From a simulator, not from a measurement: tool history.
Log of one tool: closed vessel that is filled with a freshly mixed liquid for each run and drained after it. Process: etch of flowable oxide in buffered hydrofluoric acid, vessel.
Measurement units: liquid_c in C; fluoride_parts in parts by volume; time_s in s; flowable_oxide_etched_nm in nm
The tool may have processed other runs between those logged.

{"run": 1, "hour": 0.0, "liquid_c": 20.0, "fluoride_parts": 7, "time_s": 85, "flowable_oxide_etched_nm": 265.49}
{"run": 2, "hour": 5.6, "liquid_c": 19.5, "fluoride_parts": 7, "time_s": 85, "flowable_oxide_etched_nm": 252.16}
{"run": 3, "hour": 12.9, "liquid_c": 19.5, "fluoride_parts": 7, "time_s": 90, "flowable_oxide_etched_nm": 275.44}
{"run": 4, "hour": 18.1, "liquid_c": 19.0, "fluoride_parts": 7, "time_s": 90, "flowable_oxide_etched_nm": 267.42}
{"run": 5, "hour": 22.9, "liquid_c": 20.5, "fluoride_parts": 7, "time_s": 90, "flowable_oxide_etched_nm": 288.27}
{"run": 6, "hour": 30.9, "liquid_c": 19.0, "fluoride_parts": 7, "time_s": 90, "flowable_oxide_etched_nm": 267.93}
{"run": 7, "hour": 36.3, "liquid_c": 18.5, "fluoride_parts": 7, "time_s": 90, "flowable_oxide_etched_nm": 254.62}
{"run": 8, "hour": 40.0, "liquid_c": 17.5, "fluoride_parts": 8, "time_s": 90, "flowable_oxide_etched_nm": 208.52}

Predict the results of run 9:
{"run": 9, "hour": 41.1, "liquid_c": 17.0, "fluoride_parts": 8, "time_s": 90, "flowable_oxide_etched_nm": "?"}

Run 9 measured flowable_oxide_etched_nm 203.94 nm.
